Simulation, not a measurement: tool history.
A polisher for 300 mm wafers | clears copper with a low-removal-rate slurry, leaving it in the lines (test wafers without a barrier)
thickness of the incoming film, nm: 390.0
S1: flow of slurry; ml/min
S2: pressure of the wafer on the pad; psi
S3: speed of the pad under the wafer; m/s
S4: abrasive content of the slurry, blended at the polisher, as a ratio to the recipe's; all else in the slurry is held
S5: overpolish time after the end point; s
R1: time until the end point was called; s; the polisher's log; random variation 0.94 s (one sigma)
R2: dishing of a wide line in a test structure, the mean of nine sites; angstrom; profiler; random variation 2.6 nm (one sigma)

Run 1, hour 0: S1 250 ml/min, S2 3.2 psi, S3 1.42 m/s, S4 1, S5 30 s. Result: R1 64.264 s, R2 901.58 angstrom.
Run 2, hour 5.4: S1 250 ml/min, S2 3.1 psi, S3 1.42 m/s, S4 1, S5 32 s. Result: R1 67.008 s, R2 952.4 angstrom.
Run 3, hour 10.7: S1 250 ml/min, S2 3 psi, S3 1.42 m/s, S4 1, S5 33 s. Result: R1 68.454 s, R2 944.03 angstrom.
Run 4, hour 16.8: S1 250 ml/min, S2 2.9 psi, S3 1.42 m/s, S4 1, S5 34 s. Result: R1 72.575 s, R2 928 angstrom.
Run 5, hour 25.7: S1 250 ml/min, S2 2.9 psi, S3 1.42 m/s, S4 1, S5 35 s. Result: R1 71.159 s, R2 916.44 angstrom.
Run 6, hour 30.1: S1 225 ml/min, S2 2.9 psi, S3 1.42 m/s, S4 1, S5 35 s. Result: R1 73.655 s, R2 918.23 angstrom.
Run 7, hour 30.8: S1 220 ml/min, S2 2.9 psi, S3 1.42 m/s, S4 1, S5 37 s. Result: R1 74.232 s, R2 1019.5 angstrom.

Run 8 comes next. What will it give?
Run 8, hour 34.1: S1 215 ml/min, S2 2.9 psi, S3 1.42 m/s, S4 1, S5 37 s. Result: R1 ?, R2 ?.

{"run 8": {"R1": 74.468, "R2": 997.42}}
